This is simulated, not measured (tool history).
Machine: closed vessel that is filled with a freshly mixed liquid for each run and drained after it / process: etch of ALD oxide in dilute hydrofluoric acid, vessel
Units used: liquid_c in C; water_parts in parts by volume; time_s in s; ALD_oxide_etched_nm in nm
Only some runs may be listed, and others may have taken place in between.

Run 1, hour 0.0: liquid_c 24.0 C, water_parts 150 parts by volume, time_s 730 s. Result: ALD_oxide_etched_nm 49.077 nm.
Run 2, hour 6.3: liquid_c 23.0 C, water_parts 155 parts by volume, time_s 730 s. Result: ALD_oxide_etched_nm 45.174 nm.
Run 3, hour 10.1: liquid_c 23.0 C, water_parts 105 parts by volume, time_s 730 s. Result: ALD_oxide_etched_nm 70.848 nm.
Run 4, hour 16.9: liquid_c 23.0 C, water_parts 105 parts by volume, time_s 780 s. Result: ALD_oxide_etched_nm 76.158 nm.
Run 5, hour 24.7: liquid_c 22.0 C, water_parts 120 parts by volume, time_s 780 s. Result: ALD_oxide_etched_nm 62.545 nm.
Run 6, hour 29.6: liquid_c 22.0 C, water_parts 120 parts by volume, time_s 730 s. Result: ALD_oxide_etched_nm 58.670 nm.

Run 7 comes next. What will it give?
Run 7, hour 33.5: liquid_c 21.5 C, water_parts 130 parts by volume, time_s 730 s. Result: ALD_oxide_etched_nm ?.

ALD_oxide_etched_nm: 52.472 nm

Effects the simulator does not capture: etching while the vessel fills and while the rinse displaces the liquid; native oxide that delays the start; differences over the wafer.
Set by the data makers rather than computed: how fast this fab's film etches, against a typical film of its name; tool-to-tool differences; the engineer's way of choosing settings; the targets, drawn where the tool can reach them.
